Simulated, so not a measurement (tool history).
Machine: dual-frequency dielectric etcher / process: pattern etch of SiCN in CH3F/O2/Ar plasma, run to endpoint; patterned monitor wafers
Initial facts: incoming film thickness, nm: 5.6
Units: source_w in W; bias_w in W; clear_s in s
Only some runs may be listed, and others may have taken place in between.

run 1 hour=0.0 | source_w=380 bias_w=74 | clear_s=17.120
run 2 hour=5.3 | source_w=420 bias_w=77 | clear_s=16.249
run 3 hour=13.0 | source_w=450 bias_w=79 | clear_s=15.529
run 4 hour=19.8 | source_w=450 bias_w=84 | clear_s=15.097
run 5 hour=28.4 | source_w=450 bias_w=76 | clear_s=15.759
run 6 hour=29.9 | source_w=490 bias_w=76 | clear_s=15.241

Forecast run 7:
run 7 hour=30.8 | source_w=500 bias_w=77 | clear_s=?

{"run 7": {"clear_s": 14.973}}
